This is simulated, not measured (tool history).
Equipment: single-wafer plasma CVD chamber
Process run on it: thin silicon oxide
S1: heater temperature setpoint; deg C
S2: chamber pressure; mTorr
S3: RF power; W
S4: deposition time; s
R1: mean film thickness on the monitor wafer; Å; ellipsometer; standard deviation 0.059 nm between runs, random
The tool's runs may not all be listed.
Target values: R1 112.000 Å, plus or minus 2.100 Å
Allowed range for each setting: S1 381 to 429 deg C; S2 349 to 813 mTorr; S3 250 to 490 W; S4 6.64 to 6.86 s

run 1 hour=0.0 | S1=405 S2=581 S3=370 S4=6.64 | R1=91.101
run 2 hour=6.3 | S1=405 S2=490 S3=370 S4=6.64 | R1=77.437
run 3 hour=10.5 | S1=405 S2=542 S3=370 S4=6.64 | R1=85.618
run 4 hour=13.6 | S1=405 S2=542 S3=325 S4=6.64 | R1=78.843
run 5 hour=15.7 | S1=405 S2=591 S3=325 S4=6.64 | R1=85.394
run 6 hour=20.0 | S1=405 S2=631 S3=325 S4=6.64 | R1=90.986
run 7 hour=28.6 | S1=405 S2=663 S3=325 S4=6.64 | R1=96.941
run 8 hour=29.3 | S1=405 S2=684 S3=325 S4=6.64 | R1=99.427
run 9 hour=37.7 | S1=405 S2=702 S3=325 S4=6.64 | R1=102.820
run 10 hour=46.1 | S1=405 S2=715 S3=325 S4=6.64 | R1=103.940
run 11 hour=49.6 | S1=405 S2=727 S3=325 S4=6.64 | R1=105.530

4 next moves are on the table. One of them brings every result within its allowed miss. Which?
run A hour=53.1 | S1=406 S2=789 S3=255 S4=6.64 | R1=?
run B hour=53.1 | S1=412 S2=719 S3=310 S4=6.64 | R1=?
run C hour=53.1 | S1=408 S2=726 S3=360 S4=6.64 | R1=?
run D hour=53.1 | S1=409 S2=678 S3=375 S4=6.64 | R1=?

move=A R1=96.327
move=B R1=101.320
move=C R1=111.870
move=D R1=106.940
A: its largest miss is bigger than the last run's
B: its largest miss is bigger than the last run's
C: in spec on every target
D: closer than the last run, but not yet in spec
C is the move that brings every result within its allowed miss.
